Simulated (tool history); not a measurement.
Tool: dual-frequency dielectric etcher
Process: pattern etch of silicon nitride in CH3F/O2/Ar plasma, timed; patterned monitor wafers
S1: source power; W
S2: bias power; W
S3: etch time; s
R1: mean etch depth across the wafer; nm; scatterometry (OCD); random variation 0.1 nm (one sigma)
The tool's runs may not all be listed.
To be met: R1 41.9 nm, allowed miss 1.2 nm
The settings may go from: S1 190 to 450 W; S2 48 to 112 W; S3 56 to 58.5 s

run,hour,S1,S2,S3,R1
1,0,320,80,56,34.868
2,8.2,320,80,56,34.858
3,13.4,320,80,56,34.717
4,18.3,320,87,56,35.861
5,19.7,320,87,58.5,37.431
6,20.6,320,87,56,35.952
# hour 28.6: source power generator calibrated
7,28.6,340,89,56,36.458
8,31.1,350,93,56.5,37.787
9,34.2,360,96,57,38.931
10,39.3,370,98,57,39.688
11,47.7,380,99,57,40.203

4 next moves are on the table. One of them brings every result within its allowed miss. Which?
A,56.1,340,103,56,?
B,56.1,380,96,57.5,?
C,56.1,410,95,58.5,?
D,56.1,400,94,56,?

move,R1
A,38.527
B,40.031
C,41.682
D,39.386
A: further off than the last run
B: further off than the last run
C: meets every target
D: further off than the last run
The right move is C.

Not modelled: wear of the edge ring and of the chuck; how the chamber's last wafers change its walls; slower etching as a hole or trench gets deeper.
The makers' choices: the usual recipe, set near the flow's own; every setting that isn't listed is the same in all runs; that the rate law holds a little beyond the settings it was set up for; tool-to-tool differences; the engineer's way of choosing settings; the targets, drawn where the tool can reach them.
